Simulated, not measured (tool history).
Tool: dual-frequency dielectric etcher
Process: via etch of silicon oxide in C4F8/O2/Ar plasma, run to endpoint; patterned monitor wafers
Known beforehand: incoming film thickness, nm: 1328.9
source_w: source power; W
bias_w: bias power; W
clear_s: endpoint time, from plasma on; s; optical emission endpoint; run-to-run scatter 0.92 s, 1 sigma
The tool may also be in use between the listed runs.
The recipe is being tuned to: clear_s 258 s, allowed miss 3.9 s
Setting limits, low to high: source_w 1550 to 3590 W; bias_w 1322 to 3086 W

{"run": 1, "hour": 0.0, "source_w": 2570, "bias_w": 2204, "clear_s": 215.97}
{"run": 2, "hour": 6.4, "source_w": 2280, "bias_w": 2135, "clear_s": 229.13}
{"run": 3, "hour": 9.8, "source_w": 2080, "bias_w": 2114, "clear_s": 241.04}
{"run": 4, "hour": 16.0, "source_w": 2080, "bias_w": 2470, "clear_s": 229.39}
{"run": 5, "hour": 18.7, "source_w": 2080, "bias_w": 2699, "clear_s": 226.22}
{"run": 6, "hour": 19.8, "source_w": 2080, "bias_w": 2522, "clear_s": 229.19}
{"run": 7, "hour": 21.8, "source_w": 1920, "bias_w": 2466, "clear_s": 241.82}
{"hour": 30.8, "done": "source power generator calibrated"}
{"run": 8, "hour": 30.8, "source_w": 1920, "bias_w": 2466, "clear_s": 243.71}
{"run": 9, "hour": 37.4, "source_w": 1860, "bias_w": 2461, "clear_s": 246.42}
{"run": 10, "hour": 44.8, "source_w": 1810, "bias_w": 2457, "clear_s": 250.51}
{"run": 11, "hour": 49.8, "source_w": 1780, "bias_w": 2455, "clear_s": 253.11}

Exactly one of the 5 candidate moves below puts every result within its allowed miss. Which one?
{"run": "A", "hour": 54.8, "source_w": 1550, "bias_w": 2675, "clear_s": "?"}
{"run": "B", "hour": 54.8, "source_w": 1710, "bias_w": 2710, "clear_s": "?"}
{"run": "C", "hour": 54.8, "source_w": 1620, "bias_w": 2424, "clear_s": "?"}
{"run": "D", "hour": 54.8, "source_w": 1710, "bias_w": 2439, "clear_s": "?"}
{"run": "E", "hour": 54.8, "source_w": 2080, "bias_w": 1838, "clear_s": "?"}

move=A clear_s=264.6
move=B clear_s=251.06
move=C clear_s=265.95
move=D clear_s=258.46
move=E clear_s=252.73
A: carries the result that was furthest off beyond its target, to the other side
B: lands further from the targets than the last run did
C: carries the result that was furthest off beyond its target, to the other side
D: each result inside its tolerance
E: lands further from the targets than the last run did
So the answer is move D, the one that meets all the targets.
